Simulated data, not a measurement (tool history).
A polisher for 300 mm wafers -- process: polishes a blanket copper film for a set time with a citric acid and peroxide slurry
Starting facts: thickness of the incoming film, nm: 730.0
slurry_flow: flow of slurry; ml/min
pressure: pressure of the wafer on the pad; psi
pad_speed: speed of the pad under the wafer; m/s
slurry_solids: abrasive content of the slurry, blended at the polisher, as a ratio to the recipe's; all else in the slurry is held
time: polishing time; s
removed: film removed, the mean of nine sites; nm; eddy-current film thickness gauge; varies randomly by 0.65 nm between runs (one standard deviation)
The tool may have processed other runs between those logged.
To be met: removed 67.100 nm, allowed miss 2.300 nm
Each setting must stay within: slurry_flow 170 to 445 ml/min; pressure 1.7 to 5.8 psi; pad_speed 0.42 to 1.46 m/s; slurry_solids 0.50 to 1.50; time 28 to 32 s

| run | hour | slurry_flow | pressure | pad_speed | slurry_solids | time | removed |
|---|---|---|---|---|---|---|---|
| 1 | 0.0 | 285 | 3.7 | 0.94 | 1.00 | 32 | 97.727 |
| 2 | 7.9 | 285 | 3.7 | 1.10 | 1.00 | 32 | 113.240 |
| 3 | 12.4 | 285 | 3.2 | 1.10 | 1.00 | 32 | 97.784 |
| 4 | 13.0 | 285 | 4.0 | 1.10 | 1.00 | 32 | 122.590 |
| 5 | 19.4 | 285 | 4.4 | 1.10 | 1.00 | 32 | 134.690 |
| 6 | 24.3 | 285 | 4.4 | 1.30 | 1.00 | 32 | 160.230 |
| 7 | 30.3 | 285 | 3.6 | 1.24 | 1.00 | 32 | 123.310 |
| 8 | 34.7 | 285 | 3.1 | 1.20 | 1.00 | 32 | 105.120 |
| 9 | 35.4 | 285 | 2.7 | 1.18 | 1.00 | 32 | 89.162 |
| 10 | 40.7 | 285 | 2.4 | 1.18 | 1.00 | 32 | 79.912 |
| 11 | 48.7 | 285 | 2.2 | 1.18 | 1.00 | 32 | 73.439 |
| 12 | 54.8 | 285 | 2.1 | 1.18 | 1.00 | 32 | 71.356 |
| 13 | 63.0 | 285 | 1.8 | 1.18 | 1.00 | 32 | 60.833 |
| 14 | 70.6 | 285 | 1.9 | 1.18 | 1.00 | 32 | 63.815 |

Exercise: of the 4 proposed moves below, exactly one satisfies all targets within the stated allowed misses. Which move is it?
| A | 78.2 | 235 | 1.7 | 1.26 | 1.10 | 31 | ? |
| B | 78.2 | 235 | 1.9 | 1.14 | 0.85 | 32 | ? |
| C | 78.2 | 350 | 1.7 | 1.42 | 1.05 | 28 | ? |
| D | 78.2 | 220 | 2.2 | 1.24 | 1.05 | 28 | ? |

| move | removed |
|---|---|
| A | 59.454 |
| B | 57.602 |
| C | 62.005 |
| D | 66.145 |
A: the biggest miss grows against the last run
B: the biggest miss grows against the last run
C: the biggest miss grows against the last run
D: hits every target within its allowed miss
Answer: D
